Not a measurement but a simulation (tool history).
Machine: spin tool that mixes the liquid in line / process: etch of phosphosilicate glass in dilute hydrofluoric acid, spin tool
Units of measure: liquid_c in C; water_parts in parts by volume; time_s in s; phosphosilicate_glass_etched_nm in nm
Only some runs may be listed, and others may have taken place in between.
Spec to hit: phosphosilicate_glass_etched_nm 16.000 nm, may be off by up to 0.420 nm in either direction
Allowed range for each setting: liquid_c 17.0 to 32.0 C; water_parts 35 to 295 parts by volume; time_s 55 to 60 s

run    day  liquid_c  water_parts  time_s  phosphosilicate_glass_etched_nm
  1  0.000      24.0          165      55                           22.653
  2  0.362      24.0          165      60                           24.542
  3  0.675      22.0          170      60                           22.220
  4  1.046      19.0          170      60                           19.669
  5  1.392      19.0          190      60                           17.324
  6  1.758      19.0          190      60                           17.274
  7  1.821      18.5          190      60                           17.059
  8  1.875      18.0          190      60                           16.693

Exercise: of the 5 proposed moves below, exactly one satisfies all targets within the stated allowed misses. Which move is it?
  A  1.929      17.0          165      55                                ?
  B  1.929      19.5          185      55                                ?
  C  1.929      21.0          190      55                                ?
  D  1.929      18.0          185      60                                ?
  E  1.929      18.0          195      60                                ?

move  phosphosilicate_glass_etched_nm
   A                           17.219
   B                           16.643
   C                           17.090
   D                           17.112
   E                           16.082
A: its largest miss is bigger than the last run's
B: moves toward the targets from the last run without getting all of them in spec
C: its largest miss is bigger than the last run's
D: its largest miss is bigger than the last run's
E: all results land within tolerance of their targets
The right move is E.
